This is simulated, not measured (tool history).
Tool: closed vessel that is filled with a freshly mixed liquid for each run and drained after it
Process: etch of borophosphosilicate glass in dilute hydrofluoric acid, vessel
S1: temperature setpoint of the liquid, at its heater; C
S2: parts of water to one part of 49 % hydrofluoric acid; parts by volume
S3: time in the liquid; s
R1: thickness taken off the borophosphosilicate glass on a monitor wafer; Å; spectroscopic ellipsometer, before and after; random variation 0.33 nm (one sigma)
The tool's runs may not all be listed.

| run | hour | S1 | S2 | S3 | R1 |
|---|---|---|---|---|---|
| 1 | 0 | 24 | 155 | 120 | 261.52 |
| 2 | 3.4 | 26 | 155 | 120 | 283.04 |
| 3 | 8.2 | 27.5 | 150 | 120 | 312.24 |
| 4 | 11.1 | 27.5 | 150 | 130 | 335.76 |
| 5 | 16.3 | 28.5 | 150 | 130 | 346.74 |
| 6 | 20.8 | 28.5 | 195 | 130 | 251.17 |
| 7 | 22.8 | 29.5 | 180 | 130 | 291.39 |
|  | 31.6 | thermometer replaced |
| 8 | 31.6 | 30 | 170 | 130 | 330.06 |

The next listed run, before its measurement:
| 9 | 34 | 30.5 | 165 | 130 | ? |

R1: 354.26 Å
